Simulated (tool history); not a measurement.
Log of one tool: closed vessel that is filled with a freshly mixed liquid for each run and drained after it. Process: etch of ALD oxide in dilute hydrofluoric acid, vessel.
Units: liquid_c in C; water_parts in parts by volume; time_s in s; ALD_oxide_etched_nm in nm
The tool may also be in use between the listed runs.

run	hour	liquid_c	water_parts	time_s	ALD_oxide_etched_nm
1	0	21	235	45	2.8904
2	5.2	22	225	45	3.1382
3	8.4	23	215	45	3.4849
4	10.4	24	210	45	3.6943
5	19.4	24	245	45	3.0262
6	23.1	24.5	235	45	3.3089
7	30.6	25	225	45	3.4822
8	35.3	25.5	215	45	3.7727

Forecast run 9:
9	39.6	25.5	215	45	?

{"run 9": {"ALD_oxide_etched_nm": 3.7758}}
